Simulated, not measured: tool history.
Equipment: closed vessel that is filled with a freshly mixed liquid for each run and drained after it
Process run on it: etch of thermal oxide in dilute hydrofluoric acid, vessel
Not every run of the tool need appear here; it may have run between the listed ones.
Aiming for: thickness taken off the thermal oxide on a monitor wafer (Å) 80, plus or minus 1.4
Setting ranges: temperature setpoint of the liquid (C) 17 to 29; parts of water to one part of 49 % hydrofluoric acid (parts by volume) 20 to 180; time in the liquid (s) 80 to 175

run  hour  temperature setpoint of the liquid (C)  parts of water to one part of 49 % hydrofluoric acid (parts by volume)  time in the liquid (s)  thickness taken off the thermal oxide on a monitor wafer (Å)
  1     0                                      21                                                                     100                     175                                                        68.428
  2   3.9                                      21                                                                     100                      80                                                        31.209
  3  12.3                                      21                                                                      75                      80                                                        42.592
  4  13.9                                      23                                                                      75                      80                                                        46.472
  5  17.6                                      23                                                                      75                     175                                                        101.65
  6  19.6                                    22.5                                                                      75                     175                                                        99.819
  7  21.4                                      22                                                                      75                     175                                                        97.381
  8  23.7                                      21                                                                      75                     175                                                        92.546
  9    30                                    20.5                                                                      75                     175                                                        92.265
 10  32.6                                    20.5                                                                      80                     175                                                        85.817

Which single option among these 4 for the next run brings every result within its allowed miss of target? Just one does.
  A  35.2                                      23                                                                      75                     145                                                             ?
  B  35.2                                    22.5                                                                      70                     130                                                             ?
  C  35.2                                    22.5                                                                      65                     125                                                             ?
  D  35.2                                    22.5                                                                      85                     155                                                             ?

move  thickness taken off the thermal oxide on a monitor wafer (Å)
   A                                                        84.752
   B                                                        80.263
   C                                                        83.632
   D                                                        77.372
A: nearer the targets than the last run, but a result is still out of spec
B: meets every target
C: nearer the targets than the last run, but a result is still out of spec
D: pushes the last run's worst result past its target
Correct choice: B, which meets every target
